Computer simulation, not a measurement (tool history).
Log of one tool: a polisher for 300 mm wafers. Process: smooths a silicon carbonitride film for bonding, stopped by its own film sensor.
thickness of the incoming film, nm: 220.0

run,hour,flow of slurry (ml/min),pressure of the wafer on the pad (kPa),speed of the pad under the wafer (m/s),abrasive content of the slurry,target thickness at which the film sensor stops the polish (Å),time until the film sensor stopped the polish (s)
1,0.0,140,14.5,0.74,1.0,1920,172.17
2,3.5,140,15.2,0.74,1.0,1920,167.37
3,5.3,140,15.9,0.74,1.0,1920,165.60
4,8.9,140,16.5,0.76,1.0,1920,154.98
5,14.1,140,16.5,0.66,1.0,1920,173.36
6,19.6,120,16.5,0.66,1.0,1920,177.46
7,23.7,120,16.5,0.66,1.0,1920,174.94
8,30.1,120,17.2,0.68,1.0,1920,170.87
9,39.0,120,17.9,0.70,1.0,1920,161.58
10,47.3,120,18.6,0.72,1.0,1920,149.94
11,50.1,120,19.3,0.74,1.0,1920,144.32
12,56.6,120,19.3,0.76,1.0,1920,142.50

Run 13 comes next. What will it give?
13,64.8,120,19.3,0.78,1.0,1920,?

{"run 13": {"time until the film sensor stopped the polish (s)": 137.59}}
